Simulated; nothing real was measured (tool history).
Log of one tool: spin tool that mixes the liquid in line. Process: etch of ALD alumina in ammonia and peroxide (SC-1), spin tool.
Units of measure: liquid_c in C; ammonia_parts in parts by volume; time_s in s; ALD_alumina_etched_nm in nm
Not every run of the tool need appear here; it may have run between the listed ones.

run,hour,liquid_c,ammonia_parts,time_s,ALD_alumina_etched_nm
1,0.0,55.0,0.95,310,17.099
2,1.8,55.0,0.95,335,18.211
3,10.4,56.0,0.95,335,19.333
4,15.9,56.0,0.85,335,19.226
5,21.1,57.0,0.85,335,20.078
6,26.2,57.5,0.85,335,20.662
7,33.9,58.0,0.85,335,21.289

Predict the results of run 8:
8,35.6,58.5,0.85,335,?

{"run 8": {"ALD_alumina_etched_nm": 22.202}}

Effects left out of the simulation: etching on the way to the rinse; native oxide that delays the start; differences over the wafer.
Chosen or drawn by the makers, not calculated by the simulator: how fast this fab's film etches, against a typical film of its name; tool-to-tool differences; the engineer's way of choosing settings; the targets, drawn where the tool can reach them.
